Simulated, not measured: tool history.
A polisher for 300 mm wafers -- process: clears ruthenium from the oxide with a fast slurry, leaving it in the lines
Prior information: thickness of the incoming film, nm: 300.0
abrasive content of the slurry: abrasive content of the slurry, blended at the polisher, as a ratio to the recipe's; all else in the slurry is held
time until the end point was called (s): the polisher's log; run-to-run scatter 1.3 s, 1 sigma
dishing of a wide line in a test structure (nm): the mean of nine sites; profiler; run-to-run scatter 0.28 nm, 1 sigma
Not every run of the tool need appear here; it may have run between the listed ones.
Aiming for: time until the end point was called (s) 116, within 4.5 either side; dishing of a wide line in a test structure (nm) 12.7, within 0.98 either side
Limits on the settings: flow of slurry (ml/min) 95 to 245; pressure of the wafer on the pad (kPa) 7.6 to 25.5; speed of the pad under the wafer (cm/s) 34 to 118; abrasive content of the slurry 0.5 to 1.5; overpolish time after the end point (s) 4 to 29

run,hour,flow of slurry (ml/min),pressure of the wafer on the pad (kPa),speed of the pad under the wafer (cm/s),abrasive content of the slurry,overpolish time after the end point (s),time until the end point was called (s),dishing of a wide line in a test structure (nm)
1,0,155,16.5,76,1,15,93.496,32.721
2,8.5,155,15.9,76,1,13,98.196,28.884
3,16.7,155,18.6,76,1,13,85.235,32.049
4,20.8,155,18.6,76,0.9,13,91.036,30.246
5,24.6,155,18.6,76,0.95,13,85.698,30.114
6,28.2,155,18.6,66,0.95,13,100.79,28.017
7,30.3,165,18.6,66,0.85,11,105.18,23.931
8,34.5,180,18.6,66,0.8,10,107.46,20.852
9,38.3,225,17.2,66,0.7,4,122.74,8.2229
10,41.8,215,17.2,66,0.7,4,119.78,8.3394
11,49.1,205,17.2,66,0.7,4,123.57,8.2116
12,56.4,205,18.6,66,0.7,11,115.24,22.133
13,60.9,205,17.9,68,0.7,10,114.39,20.033
14,69.1,205,17.2,68,0.75,10,115.2,19.893
15,71.1,205,17.2,68,0.75,9,114.33,18.178
16,74.1,200,17.2,68,0.75,9,112.29,18.817
17,79.1,200,17.2,66,0.8,9,115.49,18.894
18,86.2,190,17.2,66,0.8,9,112.97,18.531
19,88,190,17.2,66,0.75,9,118.11,17.996
20,96.6,170,16.5,66,0.85,4,115.17,8.9779
21,98.4,170,16.5,66,0.85,5,116.09,10.916

Exercise: of the 4 proposed moves below, exactly one satisfies all targets within the stated allowed misses. Which move is it?
A,100.2,180,17.2,62,0.85,5,?,?
B,100.2,140,17.2,64,0.9,6,?,?
C,100.2,155,16.5,76,0.7,4,?,?
D,100.2,200,17.2,48,1.2,5,?,?

move,time until the end point was called (s),dishing of a wide line in a test structure (nm)
A,119.25,10.55
B,117.33,12.671
C,116.97,8.7167
D,126.4,9.9927
A: misses by more than the last run did
B: meets every target
C: misses by more than the last run did
D: misses by more than the last run did
So the answer is move B, the one that meets all the targets.

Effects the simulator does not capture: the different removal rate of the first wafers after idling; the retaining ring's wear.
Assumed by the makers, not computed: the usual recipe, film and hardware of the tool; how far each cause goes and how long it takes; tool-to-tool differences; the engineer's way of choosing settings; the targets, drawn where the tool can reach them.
